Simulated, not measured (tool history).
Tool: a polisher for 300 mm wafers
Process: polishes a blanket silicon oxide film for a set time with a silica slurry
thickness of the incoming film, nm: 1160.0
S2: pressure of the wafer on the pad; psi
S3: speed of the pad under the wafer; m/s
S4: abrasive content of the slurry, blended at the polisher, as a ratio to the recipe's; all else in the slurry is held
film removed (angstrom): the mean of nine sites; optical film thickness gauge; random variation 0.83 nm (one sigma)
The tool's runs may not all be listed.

run 1 hour=0 | flow_of_slurry_(ml/min)=320 S2=4.7 S3=1 S4=1 polishing_time_(s)=32 | film_removed_(angstrom)=886.24
run 2 hour=1.5 | flow_of_slurry_(ml/min)=380 S2=4.7 S3=1 S4=1 polishing_time_(s)=32 | film_removed_(angstrom)=880.34
run 3 hour=10.2 | flow_of_slurry_(ml/min)=380 S2=3.9 S3=1 S4=1 polishing_time_(s)=32 | film_removed_(angstrom)=736.05
run 4 hour=13.9 | flow_of_slurry_(ml/min)=380 S2=3.2 S3=1 S4=1 polishing_time_(s)=32 | film_removed_(angstrom)=608.88
run 5 hour=18.5 | flow_of_slurry_(ml/min)=380 S2=4 S3=1 S4=1 polishing_time_(s)=32 | film_removed_(angstrom)=753.61
run 6 hour=23.1 | flow_of_slurry_(ml/min)=380 S2=4.5 S3=1 S4=1 polishing_time_(s)=32 | film_removed_(angstrom)=854.64
run 7 hour=32 | flow_of_slurry_(ml/min)=380 S2=4.9 S3=1 S4=1 polishing_time_(s)=32 | film_removed_(angstrom)=919.48

Run 8 comes next. What will it give?
run 8 hour=36.8 | flow_of_slurry_(ml/min)=380 S2=5.3 S3=1 S4=1 polishing_time_(s)=32 | film_removed_(angstrom)=?

{"run 8": {"film removed (angstrom)": 987.72}}

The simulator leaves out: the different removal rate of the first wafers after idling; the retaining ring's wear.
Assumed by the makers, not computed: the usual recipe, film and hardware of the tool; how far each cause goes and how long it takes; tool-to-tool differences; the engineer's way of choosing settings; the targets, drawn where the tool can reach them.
